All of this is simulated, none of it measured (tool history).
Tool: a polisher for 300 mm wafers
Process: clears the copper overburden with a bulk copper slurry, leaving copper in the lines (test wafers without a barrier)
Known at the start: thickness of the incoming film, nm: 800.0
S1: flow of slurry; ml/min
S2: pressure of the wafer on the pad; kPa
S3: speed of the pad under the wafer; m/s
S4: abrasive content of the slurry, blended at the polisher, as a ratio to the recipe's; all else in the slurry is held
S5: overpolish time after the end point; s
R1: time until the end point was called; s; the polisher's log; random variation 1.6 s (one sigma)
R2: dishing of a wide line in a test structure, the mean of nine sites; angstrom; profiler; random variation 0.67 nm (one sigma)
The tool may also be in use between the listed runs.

| run | hour | S1 | S2 | S3 | S4 | S5 | R1 | R2 |
|---|---|---|---|---|---|---|---|---|
| 1 | 0 | 135 | 19.3 | 1.32 | 1 | 15 | 80.266 | 739.67 |
| 2 | 7.6 | 135 | 17.9 | 1.3 | 1 | 14 | 87.021 | 662.45 |
| 3 | 12.2 | 135 | 17.9 | 1.3 | 1 | 9 | 87.727 | 487.88 |
| 4 | 13.5 | 135 | 16.5 | 1.28 | 1 | 9 | 96.33 | 460.27 |
| 5 | 15.1 | 135 | 15.9 | 1.28 | 1 | 10 | 99.315 | 482.42 |
| 6 | 24.1 | 135 | 15.9 | 1.28 | 1 | 4 | 99.515 | 242.27 |
| 7 | 27.8 | 135 | 15.2 | 1.26 | 1 | 5 | 105.89 | 274.13 |
| 8 | 35.5 | 135 | 14.5 | 1.26 | 1 | 6 | 110.09 | 309.6 |
| 9 | 37.1 | 135 | 13.8 | 1.26 | 1 | 7 | 114.54 | 329.44 |

Forecast run 10:
| 10 | 42.4 | 135 | 13.1 | 1.26 | 1 | 7 | ? | ? |

{"run 10": {"R1": 122.22, "R2": 319.38}}

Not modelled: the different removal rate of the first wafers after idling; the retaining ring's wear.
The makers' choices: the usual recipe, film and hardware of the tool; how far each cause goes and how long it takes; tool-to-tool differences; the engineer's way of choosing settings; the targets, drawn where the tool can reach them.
